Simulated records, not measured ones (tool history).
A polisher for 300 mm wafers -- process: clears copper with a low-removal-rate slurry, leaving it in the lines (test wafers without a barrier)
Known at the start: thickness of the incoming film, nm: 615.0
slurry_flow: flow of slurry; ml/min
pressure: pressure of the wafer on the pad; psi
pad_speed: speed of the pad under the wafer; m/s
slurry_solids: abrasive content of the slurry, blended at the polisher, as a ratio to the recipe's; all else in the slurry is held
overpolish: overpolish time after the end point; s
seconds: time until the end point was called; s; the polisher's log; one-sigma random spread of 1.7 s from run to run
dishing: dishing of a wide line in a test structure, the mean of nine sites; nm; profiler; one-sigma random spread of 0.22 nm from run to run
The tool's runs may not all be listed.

Run 1, hour 0: slurry_flow 235 ml/min, pressure 3.6 psi, pad_speed 1.26 m/s, slurry_solids 1, overpolish 10 s. Result: seconds 130.41 s, dishing 28.864 nm.
Run 2, hour 7.6: slurry_flow 235 ml/min, pressure 3.6 psi, pad_speed 1.26 m/s, slurry_solids 1, overpolish 13 s. Result: seconds 127.67 s, dishing 35.81 nm.
Run 3, hour 12.1: slurry_flow 235 ml/min, pressure 3.6 psi, pad_speed 1.26 m/s, slurry_solids 0.9, overpolish 13 s. Result: seconds 130.18 s, dishing 35.329 nm.
Run 4, hour 15.9: slurry_flow 240 ml/min, pressure 3.3 psi, pad_speed 1.28 m/s, slurry_solids 0.85, overpolish 10 s. Result: seconds 141.96 s, dishing 27.592 nm.
Run 5, hour 22.5: slurry_flow 215 ml/min, pressure 3.1 psi, pad_speed 1.26 m/s, slurry_solids 1.05, overpolish 8 s. Result: seconds 147.98 s, dishing 21.976 nm.
Run 6, hour 27.6: slurry_flow 170 ml/min, pressure 3.1 psi, pad_speed 1.26 m/s, slurry_solids 1.05, overpolish 8 s. Result: seconds 157.78 s, dishing 21.13 nm.
Run 7, hour 32.2: slurry_flow 215 ml/min, pressure 2.4 psi, pad_speed 1.28 m/s, slurry_solids 1.05, overpolish 3 s. Result: seconds 187.74 s, dishing 7.5324 nm.
Run 8, hour 37.9: slurry_flow 200 ml/min, pressure 2.5 psi, pad_speed 1.26 m/s, slurry_solids 1.05, overpolish 4 s. Result: seconds 185.94 s, dishing 10.072 nm.
Run 9, hour 45: slurry_flow 190 ml/min, pressure 2.6 psi, pad_speed 1.26 m/s, slurry_solids 1.05, overpolish 4 s. Result: seconds 179.45 s, dishing 10.142 nm.
Run 10, hour 48.8: slurry_flow 180 ml/min, pressure 2.7 psi, pad_speed 1.26 m/s, slurry_solids 1.05, overpolish 4 s. Result: seconds 176.64 s, dishing 10.711 nm.
Run 11, hour 56: slurry_flow 175 ml/min, pressure 2.7 psi, pad_speed 1.26 m/s, slurry_solids 1.05, overpolish 4 s. Result: seconds 178.09 s, dishing 10.511 nm.
Run 12, hour 59.7: slurry_flow 170 ml/min, pressure 2.7 psi, pad_speed 1.26 m/s, slurry_solids 1.05, overpolish 4 s. Result: seconds 178.69 s, dishing 10.59 nm.
Run 13, hour 60.7: slurry_flow 165 ml/min, pressure 2.7 psi, pad_speed 1.26 m/s, slurry_solids 1.05, overpolish 4 s. Result: seconds 178.93 s, dishing 10.472 nm.

Estimate the outcome of run 14 from the log above:
Run 14, hour 63.3: slurry_flow 165 ml/min, pressure 2.7 psi, pad_speed 1.24 m/s, slurry_solids 1.1, overpolish 4 s. Result: seconds ?, dishing ?.

Run 14 measured seconds 177.75 s, dishing 10.152 nm.

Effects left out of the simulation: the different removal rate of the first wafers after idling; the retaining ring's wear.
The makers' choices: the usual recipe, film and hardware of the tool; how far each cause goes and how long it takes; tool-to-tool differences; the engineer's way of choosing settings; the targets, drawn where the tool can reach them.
